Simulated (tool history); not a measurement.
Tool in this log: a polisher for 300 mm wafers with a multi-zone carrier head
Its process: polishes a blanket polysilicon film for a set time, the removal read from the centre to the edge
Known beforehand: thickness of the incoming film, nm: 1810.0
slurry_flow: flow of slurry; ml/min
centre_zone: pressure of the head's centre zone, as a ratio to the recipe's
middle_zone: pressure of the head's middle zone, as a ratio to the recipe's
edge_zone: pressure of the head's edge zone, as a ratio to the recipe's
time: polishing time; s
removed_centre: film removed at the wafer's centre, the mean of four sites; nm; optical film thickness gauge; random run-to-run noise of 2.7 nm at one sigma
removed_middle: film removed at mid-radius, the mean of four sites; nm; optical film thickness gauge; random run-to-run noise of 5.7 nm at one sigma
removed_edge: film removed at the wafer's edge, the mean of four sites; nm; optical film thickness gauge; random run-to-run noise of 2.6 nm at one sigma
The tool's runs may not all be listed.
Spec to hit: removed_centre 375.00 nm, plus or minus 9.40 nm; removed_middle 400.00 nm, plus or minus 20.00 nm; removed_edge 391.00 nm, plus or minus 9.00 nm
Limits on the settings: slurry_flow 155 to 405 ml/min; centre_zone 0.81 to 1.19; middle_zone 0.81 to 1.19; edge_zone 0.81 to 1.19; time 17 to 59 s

run 1 hour=0.0 | slurry_flow=260 centre_zone=1.00 middle_zone=1.00 edge_zone=1.00 time=38 | removed_centre=302.65 removed_middle=308.10 removed_edge=302.66
run 2 hour=5.9 | slurry_flow=270 centre_zone=1.01 middle_zone=1.03 edge_zone=1.05 time=40 | removed_centre=321.79 removed_middle=330.94 removed_edge=327.86
run 3 hour=12.9 | slurry_flow=285 centre_zone=1.02 middle_zone=1.06 edge_zone=1.09 time=41 | removed_centre=335.03 removed_middle=349.75 removed_edge=344.08
run 4 hour=20.5 | slurry_flow=285 centre_zone=1.02 middle_zone=1.14 edge_zone=1.09 time=41 | removed_centre=338.57 removed_middle=369.06 removed_edge=341.97
run 5 hour=28.9 | slurry_flow=285 centre_zone=1.02 middle_zone=1.09 edge_zone=1.09 time=41 | removed_centre=334.43 removed_middle=351.99 removed_edge=342.12
run 6 hour=32.4 | slurry_flow=285 centre_zone=1.02 middle_zone=1.09 edge_zone=1.02 time=41 | removed_centre=337.08 removed_middle=356.70 removed_edge=330.94
run 7 hour=35.6 | slurry_flow=295 centre_zone=1.03 middle_zone=1.10 edge_zone=1.07 time=42 | removed_centre=351.27 removed_middle=371.58 removed_edge=345.64
run 8 hour=43.9 | slurry_flow=295 centre_zone=1.03 middle_zone=1.10 edge_zone=1.10 time=43 | removed_centre=352.45 removed_middle=372.27 removed_edge=360.54
run 9 hour=52.1 | slurry_flow=295 centre_zone=1.04 middle_zone=1.11 edge_zone=1.12 time=44 | removed_centre=363.46 removed_middle=388.85 removed_edge=376.74
run 10 hour=59.3 | slurry_flow=300 centre_zone=1.05 middle_zone=1.11 edge_zone=1.13 time=44 | removed_centre=373.32 removed_middle=378.90 removed_edge=379.65
run 11 hour=61.7 | slurry_flow=300 centre_zone=1.05 middle_zone=1.12 edge_zone=1.14 time=44 | removed_centre=375.90 removed_middle=400.83 removed_edge=376.53

Consider the 5 candidate settings below. Which is the only one whose results all fall within their allowed miss of target?
run A hour=64.1 | slurry_flow=350 centre_zone=1.03 middle_zone=1.04 edge_zone=1.13 time=47 | removed_centre=? removed_middle=? removed_edge=?
run B hour=64.1 | slurry_flow=285 centre_zone=1.03 middle_zone=1.01 edge_zone=1.13 time=49 | removed_centre=? removed_middle=? removed_edge=?
run C hour=64.1 | slurry_flow=265 centre_zone=1.05 middle_zone=1.18 edge_zone=1.10 time=47 | removed_centre=? removed_middle=? removed_edge=?
run D hour=64.1 | slurry_flow=245 centre_zone=1.01 middle_zone=1.08 edge_zone=1.09 time=47 | removed_centre=? removed_middle=? removed_edge=?
run E hour=64.1 | slurry_flow=255 centre_zone=1.05 middle_zone=0.96 edge_zone=1.18 time=45 | removed_centre=? removed_middle=? removed_edge=?

move=A removed_centre=394.07 removed_middle=395.36 removed_edge=412.70
move=B removed_centre=401.68 removed_middle=394.06 removed_edge=423.83
move=C removed_centre=389.66 removed_middle=428.15 removed_edge=397.56
move=D removed_centre=370.36 removed_middle=392.96 removed_edge=393.32
move=E removed_centre=370.55 removed_middle=342.17 removed_edge=394.39
A: the result that was furthest off in the last run now lies on the other side of its target
B: the result that was furthest off in the last run now lies on the other side of its target
C: puts the biggest miss on target and leaves a different result outside tolerance
D: all results land within tolerance of their targets
E: puts the biggest miss on target and leaves a different result outside tolerance
So the answer is move D, the one that meets all the targets.

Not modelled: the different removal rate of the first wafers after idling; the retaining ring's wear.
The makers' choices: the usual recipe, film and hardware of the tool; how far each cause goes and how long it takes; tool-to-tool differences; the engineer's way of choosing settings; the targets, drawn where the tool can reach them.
